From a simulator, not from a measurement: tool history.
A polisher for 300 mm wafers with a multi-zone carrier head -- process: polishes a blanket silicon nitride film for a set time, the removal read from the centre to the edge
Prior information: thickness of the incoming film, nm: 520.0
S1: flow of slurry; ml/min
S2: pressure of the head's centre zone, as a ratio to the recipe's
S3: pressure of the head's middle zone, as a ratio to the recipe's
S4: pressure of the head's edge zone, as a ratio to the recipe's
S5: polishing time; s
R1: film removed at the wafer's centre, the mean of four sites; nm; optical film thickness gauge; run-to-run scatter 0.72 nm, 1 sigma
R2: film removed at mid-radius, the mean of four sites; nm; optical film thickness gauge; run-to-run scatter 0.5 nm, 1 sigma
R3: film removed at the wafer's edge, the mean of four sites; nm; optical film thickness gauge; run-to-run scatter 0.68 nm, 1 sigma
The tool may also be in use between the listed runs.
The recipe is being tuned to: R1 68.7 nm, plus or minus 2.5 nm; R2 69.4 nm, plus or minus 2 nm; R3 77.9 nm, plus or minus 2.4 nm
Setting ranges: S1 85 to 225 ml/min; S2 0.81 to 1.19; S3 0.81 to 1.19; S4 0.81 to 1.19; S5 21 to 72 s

{"run": 1, "day": 0.0, "S1": 145, "S2": 1, "S3": 1, "S4": 1, "S5": 46, "R1": 87.878, "R2": 86.908, "R3": 78.477}
{"run": 2, "day": 0.133, "S1": 145, "S2": 1, "S3": 1, "S4": 0.94, "S5": 46, "R1": 86.911, "R2": 87.147, "R3": 76.722}
{"run": 3, "day": 0.508, "S1": 140, "S2": 0.98, "S3": 0.98, "S4": 0.95, "S5": 46, "R1": 83.38, "R2": 84.983, "R3": 75.283}
{"run": 4, "day": 0.554, "S1": 135, "S2": 0.97, "S3": 0.96, "S4": 0.98, "S5": 46, "R1": 83.154, "R2": 82.598, "R3": 77.415}
{"run": 5, "day": 0.633, "S1": 130, "S2": 0.96, "S3": 0.95, "S4": 0.99, "S5": 46, "R1": 82.037, "R2": 81.552, "R3": 77.134}
{"run": 6, "day": 0.846, "S1": 130, "S2": 0.96, "S3": 0.95, "S4": 0.91, "S5": 46, "R1": 83.01, "R2": 82.16, "R3": 75.145}
{"run": 7, "day": 1.154, "S1": 125, "S2": 0.94, "S3": 0.94, "S4": 0.92, "S5": 46, "R1": 78.801, "R2": 79.984, "R3": 73.279}
{"run": 8, "day": 1.358, "S1": 120, "S2": 0.93, "S3": 0.93, "S4": 0.94, "S5": 46, "R1": 77.988, "R2": 79.776, "R3": 75.89}
{"run": 9, "day": 1.679, "S1": 115, "S2": 0.92, "S3": 0.92, "S4": 0.95, "S5": 46, "R1": 75.586, "R2": 77.149, "R3": 74.192}
{"run": 10, "day": 1.758, "S1": 110, "S2": 0.91, "S3": 0.91, "S4": 0.96, "S5": 46, "R1": 74.621, "R2": 76.094, "R3": 73.309}
{"run": 11, "day": 1.988, "S1": 110, "S2": 0.9, "S3": 0.9, "S4": 0.98, "S5": 46, "R1": 76.044, "R2": 75.217, "R3": 75.069}
{"run": 12, "day": 2.292, "S1": 105, "S2": 0.89, "S3": 0.9, "S4": 1, "S5": 46, "R1": 73.131, "R2": 74.255, "R3": 74.806}

5 candidate next runs follow, results not yet known. Just one meets every target within its allowed miss. Identify it.
{"run": "A", "day": 2.596, "S1": 85, "S2": 0.81, "S3": 0.81, "S4": 1.19, "S5": 50, "R1": "?", "R2": "?", "R3": "?"}
{"run": "B", "day": 2.596, "S1": 100, "S2": 0.91, "S3": 0.83, "S4": 1.09, "S5": 46, "R1": "?", "R2": "?", "R3": "?"}
{"run": "C", "day": 2.596, "S1": 115, "S2": 0.82, "S3": 0.81, "S4": 1.07, "S5": 46, "R1": "?", "R2": "?", "R3": "?"}
{"run": "D", "day": 2.596, "S1": 105, "S2": 0.89, "S3": 0.81, "S4": 1.02, "S5": 47, "R1": "?", "R2": "?", "R3": "?"}
{"run": "E", "day": 2.596, "S1": 180, "S2": 1.06, "S3": 0.82, "S4": 1.11, "S5": 39, "R1": "?", "R2": "?", "R3": "?"}

move=A R1=67.001 R2=70.529 R3=84.271
move=B R1=71.941 R2=69.283 R3=76.577
move=C R1=68.355 R2=70.357 R3=77.769
move=D R1=73.127 R2=70.289 R3=76.513
move=E R1=80.118 R2=65.647 R3=71.407
A: corrects the largest miss of the last run, while another result sits out of spec
B: corrects the largest miss of the last run, while another result sits out of spec
C: each result inside its tolerance
D: corrects the largest miss of the last run, while another result sits out of spec
E: takes the result that was furthest off past its target
Move C is the one to make.

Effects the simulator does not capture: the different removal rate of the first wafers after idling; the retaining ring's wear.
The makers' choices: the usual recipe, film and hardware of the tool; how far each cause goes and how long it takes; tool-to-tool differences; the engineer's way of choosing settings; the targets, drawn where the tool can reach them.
